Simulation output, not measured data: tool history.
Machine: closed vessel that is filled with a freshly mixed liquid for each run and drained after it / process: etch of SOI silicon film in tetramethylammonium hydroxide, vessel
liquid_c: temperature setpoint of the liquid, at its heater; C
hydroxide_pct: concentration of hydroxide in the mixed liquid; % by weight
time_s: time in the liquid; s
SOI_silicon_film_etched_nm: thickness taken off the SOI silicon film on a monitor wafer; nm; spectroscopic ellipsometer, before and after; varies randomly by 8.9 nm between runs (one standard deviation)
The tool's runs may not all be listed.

run,day,liquid_c,hydroxide_pct,time_s,SOI_silicon_film_etched_nm
1,0,70,9,85,660.25
2,0.058,72,9,85,733.73
3,0.233,73.5,9,85,816.05
4,0.479,73.5,9,85,803.58
5,0.746,74.5,9,85,849.68
6,1.058,75.5,9,85,896.44
7,1.154,76,9,85,928.37

Forecast run 8:
8,1.242,76.5,9,85,?

SOI_silicon_film_etched_nm: 952.04 nm
